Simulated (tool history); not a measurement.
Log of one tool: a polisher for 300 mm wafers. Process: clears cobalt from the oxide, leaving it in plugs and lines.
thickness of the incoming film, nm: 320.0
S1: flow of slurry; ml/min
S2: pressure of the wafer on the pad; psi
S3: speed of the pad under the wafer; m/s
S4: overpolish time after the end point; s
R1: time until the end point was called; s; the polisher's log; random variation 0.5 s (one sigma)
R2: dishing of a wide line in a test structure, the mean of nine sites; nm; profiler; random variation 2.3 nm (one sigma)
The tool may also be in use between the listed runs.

| run | hour | S1 | S2 | S3 | S4 | R1 | R2 |
|---|---|---|---|---|---|---|---|
| 1 | 0 | 230 | 2.5 | 1 | 17 | 52.294 | 70.297 |
| 2 | 6 | 230 | 2.6 | 1 | 17 | 50.352 | 75.214 |
| 3 | 9.2 | 230 | 2.7 | 1 | 17 | 49.401 | 74.076 |
| 4 | 13 | 230 | 2.2 | 1 | 17 | 57.807 | 64.183 |
| 5 | 21.4 | 230 | 2.2 | 1.2 | 17 | 50.508 | 74.46 |
| 6 | 23.4 | 175 | 2.2 | 1.2 | 17 | 51.049 | 71.402 |
| 7 | 25.2 | 175 | 2.3 | 1.2 | 17 | 50.106 | 75.214 |
| 8 | 33 | 175 | 3 | 1.24 | 17 | 37.473 | 83.605 |

The next listed run, before its measurement:
| 9 | 40.8 | 175 | 3 | 1.24 | 18 | ? | ? |

R1: 37.701 s
R2: 90.852 nm

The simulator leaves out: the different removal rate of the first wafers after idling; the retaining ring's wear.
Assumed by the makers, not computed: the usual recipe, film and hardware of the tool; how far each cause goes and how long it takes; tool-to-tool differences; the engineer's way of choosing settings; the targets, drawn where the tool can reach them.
